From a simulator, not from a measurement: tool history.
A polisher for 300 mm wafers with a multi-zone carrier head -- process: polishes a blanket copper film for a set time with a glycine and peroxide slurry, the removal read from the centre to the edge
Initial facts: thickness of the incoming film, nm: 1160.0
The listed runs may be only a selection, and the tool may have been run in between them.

run  hour  flow of slurry (ml/min)  pressure of the head's centre zone  pressure of the head's middle zone  pressure of the head's edge zone  polishing time (s)  film removed at the wafer's centre (nm)  film removed at mid-radius (nm)  film removed at the wafer's edge (nm)
  1     0                      120                                   1                                   1                                 1                  51                                   247.68                           253.48                                 255.63
  2     4                      120                                1.06                                   1                                 1                  51                                    263.8                           250.77                                 259.93
  3   6.5                      125                                1.01                                1.02                              1.05                  53                                   264.82                           263.72                                 267.49
  4   8.1                      125                                1.01                                0.98                              1.05                  53                                   268.51                           258.47                                 269.12
  5  12.6                      115                                0.96                                0.99                              1.07                  57                                    260.6                            275.4                                 280.23
  6  14.8                      115                                0.92                                0.99                              1.09                  60                                    263.7                           288.08                                 306.49
  7  18.2                      125                                 0.9                                1.02                              1.09                  61                                   265.11                           303.98                                  312.9

The next listed run, before its measurement:
  8  25.8                      130                                0.89                                1.04                              1.09                  62                                        ?                                ?                                      ?

{"run 8": {"film removed at the wafer's centre (nm)": 273.59, "film removed at mid-radius (nm)": 315.56, "film removed at the wafer's edge (nm)": 319.03}}
